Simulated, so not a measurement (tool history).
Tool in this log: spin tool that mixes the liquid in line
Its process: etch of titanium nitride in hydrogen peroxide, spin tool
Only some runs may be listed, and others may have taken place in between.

| run | hour | temperature setpoint of the liquid (K) | concentration of hydrogen peroxide in the mixed liquid (% by weight) | time under the liquid (s) | thickness taken off the titanium nitride on a monitor wafer (nm) |
|---|---|---|---|---|---|
| 1 | 0.0 | 329.15 | 24.0 | 80 | 3.3928 |
| 2 | 8.9 | 332.65 | 25.0 | 80 | 4.3406 |
| 3 | 10.1 | 332.65 | 25.0 | 80 | 4.3694 |
| 4 | 12.5 | 334.65 | 25.5 | 80 | 4.9980 |
| 5 | 16.0 | 336.15 | 27.0 | 80 | 5.6146 |
| 6 | 20.2 | 336.15 | 25.0 | 80 | 5.5190 |
| 7 | 22.1 | 337.15 | 26.5 | 80 | 5.9871 |
| 8 | 26.7 | 337.65 | 27.5 | 80 | 6.2224 |
| 9 | 28.1 | 337.65 | 27.5 | 80 | 6.2298 |
| 10 | 29.7 | 338.15 | 28.0 | 80 | 6.4354 |
| 11 | 36.7 | 338.65 | 28.5 | 80 | 6.7174 |
| 12 | 39.0 | 338.65 | 29.0 | 80 | 6.7035 |

Run 13 comes next. What will it give?
| 13 | 45.0 | 338.65 | 29.5 | 80 | ? |

{"run 13": {"thickness taken off the titanium nitride on a monitor wafer (nm)": 6.7394}}

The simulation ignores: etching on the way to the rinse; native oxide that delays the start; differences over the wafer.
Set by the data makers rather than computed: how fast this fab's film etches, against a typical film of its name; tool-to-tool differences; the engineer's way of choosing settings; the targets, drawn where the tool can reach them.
